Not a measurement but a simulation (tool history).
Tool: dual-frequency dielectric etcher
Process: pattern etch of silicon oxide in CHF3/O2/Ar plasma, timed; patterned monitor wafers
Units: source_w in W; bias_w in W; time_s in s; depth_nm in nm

run,hour,source_w,bias_w,time_s,depth_nm
1,0,650,123,269,534.1
2,7.8,650,123,243.5,486.4
3,11.7,620,121,243.5,480.28
4,20.4,620,111,243.5,464.78
5,28.8,600,110,243.5,456.5
6,33.1,600,110,269,503.74
7,37.4,570,104,267,480.76
8,40.1,570,104,267,490.61

The next listed run, before its measurement:
9,41.5,560,98,263.5,?

depth_nm: 467.77 nm

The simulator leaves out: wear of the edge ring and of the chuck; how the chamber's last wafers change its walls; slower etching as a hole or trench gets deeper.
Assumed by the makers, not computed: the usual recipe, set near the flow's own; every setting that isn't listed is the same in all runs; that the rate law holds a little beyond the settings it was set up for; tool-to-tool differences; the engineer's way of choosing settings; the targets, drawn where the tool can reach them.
